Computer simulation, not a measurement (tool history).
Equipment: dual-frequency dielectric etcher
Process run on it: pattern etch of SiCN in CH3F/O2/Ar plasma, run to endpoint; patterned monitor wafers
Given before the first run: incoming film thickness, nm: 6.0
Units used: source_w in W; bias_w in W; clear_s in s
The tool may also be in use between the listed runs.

Run 1, day 0: source_w 480 W, bias_w 71 W. Result: clear_s 14.269 s.
Run 2, day 0.125: source_w 510 W, bias_w 71 W. Result: clear_s 14.145 s.
Run 3, day 0.25: source_w 510 W, bias_w 77 W. Result: clear_s 13.754 s.
Run 4, day 0.338: source_w 470 W, bias_w 77 W. Result: clear_s 14.115 s.
Run 5, day 0.496: source_w 450 W, bias_w 75 W. Result: clear_s 14.391 s.
Run 6, day 0.588: source_w 430 W, bias_w 73 W. Result: clear_s 14.643 s.
Run 7, day 0.829: source_w 410 W, bias_w 71 W. Result: clear_s 15.014 s.
Run 8, day 1.075: source_w 400 W, bias_w 70 W. Result: clear_s 15.169 s.
Run 9, day 1.275: source_w 390 W, bias_w 69 W. Result: clear_s 15.251 s.
Run 10, day 1.388: source_w 380 W, bias_w 68 W. Result: clear_s 15.394 s.
Run 11, day 1.621: source_w 370 W, bias_w 67 W. Result: clear_s 15.667 s.

Run 12 is up next; what results do you expect?
Run 12, day 1.975: source_w 360 W, bias_w 67 W. Result: clear_s ?.

Run 12 gave clear_s 15.737 s.
